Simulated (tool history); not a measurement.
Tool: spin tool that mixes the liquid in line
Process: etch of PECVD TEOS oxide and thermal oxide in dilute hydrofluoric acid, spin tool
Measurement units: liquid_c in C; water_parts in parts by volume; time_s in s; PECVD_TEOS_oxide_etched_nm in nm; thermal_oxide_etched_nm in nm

run	hour	liquid_c	water_parts	time_s	PECVD_TEOS_oxide_etched_nm	thermal_oxide_etched_nm
1	0	25	135	180	11.835	6.8864
2	5.5	24.5	135	180	11.588	6.6979
3	9.6	26.5	135	180	12.711	7.2847
4	12.9	26.5	135	130	8.9276	5.2737
5	17.3	27	135	130	9.1592	5.3516
6	20.3	27	105	130	12.229	7.1796
7	21.7	23	105	130	10.52	6.1277
8	24.5	22.5	105	130	10.319	6.0414
9	27.9	22	105	130	9.9982	5.8792
10	35	22	105	130	10.207	5.8439
11	39.1	21.5	105	130	9.8997	5.7281

Run 12 comes next. What will it give?
12	47.3	21	105	130	?	?

{"run 12": {"PECVD_TEOS_oxide_etched_nm": 9.7405, "thermal_oxide_etched_nm": 5.6413}}
